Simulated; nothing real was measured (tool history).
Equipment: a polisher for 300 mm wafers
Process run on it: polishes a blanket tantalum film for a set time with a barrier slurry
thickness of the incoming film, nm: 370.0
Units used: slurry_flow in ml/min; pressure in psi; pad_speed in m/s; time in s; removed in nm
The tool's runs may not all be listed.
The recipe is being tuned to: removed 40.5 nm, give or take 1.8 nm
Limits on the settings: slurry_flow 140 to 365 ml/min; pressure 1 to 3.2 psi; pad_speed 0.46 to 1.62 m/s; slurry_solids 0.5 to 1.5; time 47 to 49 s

Run 1, hour 0: slurry_flow 235 ml/min, pressure 2.1 psi, pad_speed 1.04 m/s, slurry_solids 1, time 47 s. Result: removed 100.65 nm.
Run 2, hour 0.6: slurry_flow 235 ml/min, pressure 1.8 psi, pad_speed 0.94 m/s, slurry_solids 1, time 47 s. Result: removed 82.251 nm.
Run 3, hour 3.1: slurry_flow 235 ml/min, pressure 1.6 psi, pad_speed 0.84 m/s, slurry_solids 1, time 47 s. Result: removed 68.196 nm.
Run 4, hour 11.9: slurry_flow 235 ml/min, pressure 1.6 psi, pad_speed 1 m/s, slurry_solids 1, time 47 s. Result: removed 74.347 nm.
Run 5, hour 14.5: slurry_flow 235 ml/min, pressure 1.6 psi, pad_speed 1.12 m/s, slurry_solids 1, time 47 s. Result: removed 82.244 nm.
Run 6, hour 17.9: slurry_flow 235 ml/min, pressure 1.6 psi, pad_speed 1.32 m/s, slurry_solids 1, time 47 s. Result: removed 90.997 nm.
Run 7, hour 22.2: slurry_flow 230 ml/min, pressure 1.5 psi, pad_speed 1.14 m/s, slurry_solids 0.95, time 47 s. Result: removed 75.884 nm.
Run 8, hour 26.3: slurry_flow 225 ml/min, pressure 1.4 psi, pad_speed 1.02 m/s, slurry_solids 0.9, time 47 s. Result: removed 63.382 nm.
Run 9, hour 29.4: slurry_flow 220 ml/min, pressure 1.3 psi, pad_speed 0.96 m/s, slurry_solids 0.9, time 47 s. Result: removed 59.654 nm.
Run 10, hour 36: slurry_flow 220 ml/min, pressure 1.2 psi, pad_speed 0.88 m/s, slurry_solids 0.9, time 47 s. Result: removed 50.908 nm.
Run 11, hour 43.8: slurry_flow 220 ml/min, pressure 1.2 psi, pad_speed 0.84 m/s, slurry_solids 0.9, time 47 s. Result: removed 50.103 nm.
Run 12, hour 48.9: slurry_flow 220 ml/min, pressure 1.2 psi, pad_speed 0.82 m/s, slurry_solids 0.9, time 47 s. Result: removed 50.431 nm.
Run 13, hour 53.7: slurry_flow 220 ml/min, pressure 1.2 psi, pad_speed 0.78 m/s, slurry_solids 0.9, time 47 s. Result: removed 48.855 nm.
Run 14, hour 59.3: slurry_flow 220 ml/min, pressure 1 psi, pad_speed 0.66 m/s, slurry_solids 0.9, time 47 s. Result: removed 36.174 nm.

Of the 4 settings listed for the next run, only one would bring every result within its allowed miss of target. Which one?
Run A, hour 64.9: slurry_flow 320 ml/min, pressure 1 psi, pad_speed 0.9 m/s, slurry_solids 0.8, time 49 s. Result: removed ?.
Run B, hour 64.9: slurry_flow 220 ml/min, pressure 1.2 psi, pad_speed 0.64 m/s, slurry_solids 0.9, time 49 s. Result: removed ?.
Run C, hour 64.9: slurry_flow 235 ml/min, pressure 1 psi, pad_speed 0.56 m/s, slurry_solids 0.9, time 47 s. Result: removed ?.
Run D, hour 64.9: slurry_flow 235 ml/min, pressure 1.1 psi, pad_speed 0.68 m/s, slurry_solids 0.85, time 48 s. Result: removed ?.

move  removed
   A   44.578
   B   43.906
   C   33.148
   D    40.36
A: takes the biggest miss from the last run beyond its target
B: takes the biggest miss from the last run beyond its target
C: lands further from the targets than the last run did
D: each result inside its tolerance
D meets every target.
